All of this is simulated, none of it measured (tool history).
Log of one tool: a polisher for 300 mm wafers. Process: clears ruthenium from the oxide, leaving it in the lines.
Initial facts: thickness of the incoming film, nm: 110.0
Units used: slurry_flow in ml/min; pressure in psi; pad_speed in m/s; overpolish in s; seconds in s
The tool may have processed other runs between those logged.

run	day	slurry_flow	pressure	pad_speed	overpolish	seconds
1	0	245	1.6	0.8	22	160.5
2	0.271	245	1.6	0.8	24	162.23
3	0.629	245	1.6	0.8	24	162.17
4	0.954	245	1.6	0.8	24	161.02
5	1.142	245	1.6	0.8	24	159.62
6	1.508	245	1.3	0.8	24	191.71
7	1.667	245	1.4	0.8	24	181.49
8	2.012	245	1.5	0.8	24	169.93
9	2.383	245	1.6	0.8	24	160.4
10	2.442	245	1.7	0.8	24	151.76

Forecast run 11:
11	2.779	245	1.8	0.8	24	?

Run 11 produced seconds 145.14 s.

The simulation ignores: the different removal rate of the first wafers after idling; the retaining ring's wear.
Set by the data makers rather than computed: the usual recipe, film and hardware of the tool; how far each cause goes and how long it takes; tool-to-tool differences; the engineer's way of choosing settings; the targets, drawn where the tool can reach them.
